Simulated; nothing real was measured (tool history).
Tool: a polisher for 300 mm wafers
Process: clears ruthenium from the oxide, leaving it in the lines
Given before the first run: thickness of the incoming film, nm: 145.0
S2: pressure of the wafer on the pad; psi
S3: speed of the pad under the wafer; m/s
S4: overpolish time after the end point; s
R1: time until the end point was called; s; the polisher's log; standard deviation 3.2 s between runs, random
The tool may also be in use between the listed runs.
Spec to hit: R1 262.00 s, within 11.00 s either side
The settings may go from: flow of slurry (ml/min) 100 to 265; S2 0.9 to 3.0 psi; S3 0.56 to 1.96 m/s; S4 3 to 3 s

{"run": 1, "day": 0.0, "flow of slurry (ml/min)": 170, "S2": 1.9, "S3": 1.26, "S4": 3, "R1": 129.19}
{"run": 2, "day": 0.088, "flow of slurry (ml/min)": 165, "S2": 1.6, "S3": 1.2, "S4": 3, "R1": 160.12}
{"run": 3, "day": 0.212, "flow of slurry (ml/min)": 165, "S2": 1.3, "S3": 1.2, "S4": 3, "R1": 193.03}
{"run": 4, "day": 0.238, "flow of slurry (ml/min)": 165, "S2": 1.3, "S3": 1.2, "S4": 3, "R1": 198.46}
{"run": 5, "day": 0.529, "flow of slurry (ml/min)": 135, "S2": 1.3, "S3": 1.2, "S4": 3, "R1": 207.96}
{"run": 6, "day": 0.662, "flow of slurry (ml/min)": 135, "S2": 1.3, "S3": 1.02, "S4": 3, "R1": 240.4}
{"run": 7, "day": 0.771, "flow of slurry (ml/min)": 130, "S2": 1.3, "S3": 1.02, "S4": 3, "R1": 240.94}
{"run": 8, "day": 1.017, "flow of slurry (ml/min)": 130, "S2": 1.1, "S3": 1.02, "S4": 3, "R1": 283.67}

Exercise: of the 4 proposed moves below, exactly one satisfies all targets within the stated allowed misses. Which move is it?
{"run": "A", "day": 1.262, "flow of slurry (ml/min)": 120, "S2": 0.9, "S3": 1.04, "S4": 3, "R1": "?"}
{"run": "B", "day": 1.262, "flow of slurry (ml/min)": 130, "S2": 1.0, "S3": 1.2, "S4": 3, "R1": "?"}
{"run": "C", "day": 1.262, "flow of slurry (ml/min)": 110, "S2": 1.0, "S3": 1.04, "S4": 3, "R1": "?"}
{"run": "D", "day": 1.262, "flow of slurry (ml/min)": 175, "S2": 1.1, "S3": 0.94, "S4": 3, "R1": "?"}

move=A R1=327.00
move=B R1=255.51
move=C R1=306.08
move=D R1=281.23
A: moves away from the targets compared with the last run
B: hits every target within its allowed miss
C: moves away from the targets compared with the last run
D: moves toward the targets from the last run without getting all of them in spec
Correct choice: B, which meets every target
